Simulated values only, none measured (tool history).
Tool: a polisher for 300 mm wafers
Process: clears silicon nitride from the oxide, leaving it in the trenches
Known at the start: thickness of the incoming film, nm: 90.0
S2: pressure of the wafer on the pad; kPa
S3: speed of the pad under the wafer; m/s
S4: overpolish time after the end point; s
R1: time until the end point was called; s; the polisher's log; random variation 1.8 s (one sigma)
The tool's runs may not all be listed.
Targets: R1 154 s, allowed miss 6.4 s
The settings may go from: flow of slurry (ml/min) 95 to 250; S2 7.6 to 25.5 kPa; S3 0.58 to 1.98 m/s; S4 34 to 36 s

{"run": 1, "day": 0.0, "flow of slurry (ml/min)": 160, "S2": 16.5, "S3": 1.28, "S4": 34, "R1": 87.623}
{"run": 2, "day": 0.154, "flow of slurry (ml/min)": 160, "S2": 20.7, "S3": 1.28, "S4": 34, "R1": 70.932}
{"run": 3, "day": 0.521, "flow of slurry (ml/min)": 160, "S2": 20.7, "S3": 1.28, "S4": 34, "R1": 71.706}
{"run": 4, "day": 0.792, "flow of slurry (ml/min)": 160, "S2": 20.7, "S3": 0.96, "S4": 34, "R1": 92.797}
{"run": 5, "day": 0.983, "flow of slurry (ml/min)": 160, "S2": 19.3, "S3": 0.96, "S4": 34, "R1": 98.495}
{"run": 6, "day": 1.167, "flow of slurry (ml/min)": 160, "S2": 21.4, "S3": 0.96, "S4": 34, "R1": 89.155}
{"run": 7, "day": 1.254, "flow of slurry (ml/min)": 160, "S2": 18.6, "S3": 0.94, "S4": 34, "R1": 105}
{"run": 8, "day": 1.392, "flow of slurry (ml/min)": 160, "S2": 17.2, "S3": 0.94, "S4": 34, "R1": 112.99}
{"run": 9, "day": 1.562, "flow of slurry (ml/min)": 160, "S2": 15.9, "S3": 0.94, "S4": 34, "R1": 122.86}
{"run": 10, "day": 1.862, "flow of slurry (ml/min)": 160, "S2": 15.2, "S3": 0.94, "S4": 34, "R1": 126.49}
{"run": 11, "day": 2.179, "flow of slurry (ml/min)": 160, "S2": 14.5, "S3": 0.94, "S4": 34, "R1": 132.71}
{"run": 12, "day": 2.312, "flow of slurry (ml/min)": 160, "S2": 13.8, "S3": 0.94, "S4": 34, "R1": 140.65}
{"run": 13, "day": 2.412, "flow of slurry (ml/min)": 160, "S2": 13.8, "S3": 0.94, "S4": 34, "R1": 138.11}
{"run": 14, "day": 2.538, "flow of slurry (ml/min)": 150, "S2": 11.7, "S3": 0.94, "S4": 34, "R1": 166.15}
{"run": 15, "day": 2.612, "flow of slurry (ml/min)": 155, "S2": 11.7, "S3": 0.94, "S4": 34, "R1": 165.29}
{"day": 2.883, "done": "head pressure recalibrated"}
{"run": 16, "day": 2.883, "flow of slurry (ml/min)": 160, "S2": 11.7, "S3": 0.94, "S4": 34, "R1": 178.24}
{"run": 17, "day": 3.183, "flow of slurry (ml/min)": 150, "S2": 11.7, "S3": 0.94, "S4": 34, "R1": 181.09}
{"run": 18, "day": 3.533, "flow of slurry (ml/min)": 155, "S2": 11.7, "S3": 0.94, "S4": 34, "R1": 178.73}
{"run": 19, "day": 3.767, "flow of slurry (ml/min)": 165, "S2": 11.7, "S3": 0.94, "S4": 34, "R1": 180.1}
{"run": 20, "day": 4.033, "flow of slurry (ml/min)": 155, "S2": 11.7, "S3": 0.94, "S4": 34, "R1": 183.18}
{"run": 21, "day": 4.233, "flow of slurry (ml/min)": 165, "S2": 11.7, "S3": 0.94, "S4": 34, "R1": 183.41}
{"run": 22, "day": 4.383, "flow of slurry (ml/min)": 155, "S2": 11.7, "S3": 0.94, "S4": 34, "R1": 182.7}
{"run": 23, "day": 4.629, "flow of slurry (ml/min)": 165, "S2": 11.7, "S3": 0.94, "S4": 34, "R1": 181.44}
{"run": 24, "day": 4.992, "flow of slurry (ml/min)": 155, "S2": 11.7, "S3": 0.94, "S4": 34, "R1": 181.49}

4 next moves are on the table. One of them brings every result within its allowed miss. Which?
{"run": "A", "day": 5.354, "flow of slurry (ml/min)": 145, "S2": 14.5, "S3": 1.04, "S4": 35, "R1": "?"}
{"run": "B", "day": 5.354, "flow of slurry (ml/min)": 105, "S2": 13.8, "S3": 1.16, "S4": 36, "R1": "?"}
{"run": "C", "day": 5.354, "flow of slurry (ml/min)": 155, "S2": 15.9, "S3": 0.9, "S4": 34, "R1": "?"}
{"run": "D", "day": 5.354, "flow of slurry (ml/min)": 160, "S2": 12.4, "S3": 1.06, "S4": 36, "R1": "?"}

move=A R1=133.2
move=B R1=133.63
move=C R1=138.64
move=D R1=149.33
A: takes the result that was furthest off past its target
B: takes the result that was furthest off past its target
C: takes the result that was furthest off past its target
D: meets every target
Move D is the one to make.

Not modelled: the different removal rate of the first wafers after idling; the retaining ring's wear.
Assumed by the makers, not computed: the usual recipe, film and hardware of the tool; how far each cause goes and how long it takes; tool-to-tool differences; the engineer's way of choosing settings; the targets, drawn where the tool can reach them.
